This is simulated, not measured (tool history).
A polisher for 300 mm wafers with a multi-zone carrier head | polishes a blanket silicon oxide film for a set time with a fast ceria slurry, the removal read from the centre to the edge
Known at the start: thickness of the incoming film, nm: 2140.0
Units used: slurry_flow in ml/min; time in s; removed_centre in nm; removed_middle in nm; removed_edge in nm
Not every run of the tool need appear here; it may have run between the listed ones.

{"run": 1, "hour": 0.0, "slurry_flow": 180, "centre_zone": 1, "middle_zone": 1, "edge_zone": 1, "time": 40, "removed_centre": 837.83, "removed_middle": 859.59, "removed_edge": 877.37}
{"run": 2, "hour": 8.5, "slurry_flow": 180, "centre_zone": 1, "middle_zone": 1, "edge_zone": 0.98, "time": 38, "removed_centre": 812.76, "removed_middle": 832.13, "removed_edge": 825.53}
{"run": 3, "hour": 13.8, "slurry_flow": 180, "centre_zone": 1, "middle_zone": 1, "edge_zone": 0.9, "time": 38, "removed_centre": 788.78, "removed_middle": 830.94, "removed_edge": 801.18}
{"run": 4, "hour": 15.7, "slurry_flow": 180, "centre_zone": 1, "middle_zone": 1, "edge_zone": 0.89, "time": 36, "removed_centre": 758.91, "removed_middle": 787.03, "removed_edge": 740.42}
{"run": 5, "hour": 17.9, "slurry_flow": 180, "centre_zone": 1.08, "middle_zone": 1, "edge_zone": 0.89, "time": 36, "removed_centre": 824.83, "removed_middle": 782.13, "removed_edge": 750.05}
{"run": 6, "hour": 22.3, "slurry_flow": 180, "centre_zone": 1.06, "middle_zone": 0.99, "edge_zone": 0.88, "time": 34, "removed_centre": 769.21, "removed_middle": 731.02, "removed_edge": 706.5}

For run 7, what comes out?
{"run": 7, "hour": 27.9, "slurry_flow": 180, "centre_zone": 1.05, "middle_zone": 0.99, "edge_zone": 0.87, "time": 33, "removed_centre": "?", "removed_middle": "?", "removed_edge": "?"}

removed_centre: 734.98 nm
removed_middle: 696.46 nm
removed_edge: 674.87 nm
